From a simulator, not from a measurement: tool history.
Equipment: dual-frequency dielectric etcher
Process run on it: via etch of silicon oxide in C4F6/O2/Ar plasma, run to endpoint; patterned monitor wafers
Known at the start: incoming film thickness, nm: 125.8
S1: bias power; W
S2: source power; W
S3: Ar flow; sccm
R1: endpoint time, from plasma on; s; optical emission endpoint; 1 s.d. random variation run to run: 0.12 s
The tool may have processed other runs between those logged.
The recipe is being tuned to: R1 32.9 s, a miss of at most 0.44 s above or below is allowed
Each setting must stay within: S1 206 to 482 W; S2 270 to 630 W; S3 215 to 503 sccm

Run 1, day 0: S1 344 W, S2 450 W, S3 359 sccm. Result: R1 28.853 s.
Run 2, day 0.271: S1 371 W, S2 450 W, S3 359 sccm. Result: R1 28.053 s.
Run 3, day 0.396: S1 336 W, S2 450 W, S3 359 sccm. Result: R1 29.129 s.
Run 4, day 0.479: S1 279 W, S2 450 W, S3 359 sccm. Result: R1 31.218 s.
Run 5, day 0.625: S1 270 W, S2 450 W, S3 359 sccm. Result: R1 31.334 s.
Run 6, day 0.904: S1 261 W, S2 450 W, S3 359 sccm. Result: R1 31.948 s.
Run 7, day 1.267: S1 261 W, S2 450 W, S3 359 sccm. Result: R1 32.006 s.
Run 8, day 1.367: S1 261 W, S2 450 W, S3 359 sccm. Result: R1 32.114 s.
Run 9, day 1.621: S1 257 W, S2 450 W, S3 359 sccm. Result: R1 31.974 s.
Run 10, day 1.812: S1 252 W, S2 450 W, S3 359 sccm. Result: R1 32.245 s.

Next run, 5 choices. One meets every target within its allowed miss, the rest don't. Which?
Run A, day 2.004: S1 275 W, S2 420 W, S3 298 sccm. Result: R1 ?.
Run B, day 2.004: S1 261 W, S2 440 W, S3 412 sccm. Result: R1 ?.
Run C, day 2.004: S1 228 W, S2 510 W, S3 359 sccm. Result: R1 ?.
Run D, day 2.004: S1 267 W, S2 450 W, S3 372 sccm. Result: R1 ?.
Run E, day 2.004: S1 278 W, S2 410 W, S3 233 sccm. Result: R1 ?.

move      R1
   A  31.635
   B  32.576
   C  31.561
   D  31.669
   E  31.133
A: lands further from the targets than the last run did
B: each result inside its tolerance
C: lands further from the targets than the last run did
D: lands further from the targets than the last run did
E: lands further from the targets than the last run did
So the answer is move B, the one that meets all the targets.

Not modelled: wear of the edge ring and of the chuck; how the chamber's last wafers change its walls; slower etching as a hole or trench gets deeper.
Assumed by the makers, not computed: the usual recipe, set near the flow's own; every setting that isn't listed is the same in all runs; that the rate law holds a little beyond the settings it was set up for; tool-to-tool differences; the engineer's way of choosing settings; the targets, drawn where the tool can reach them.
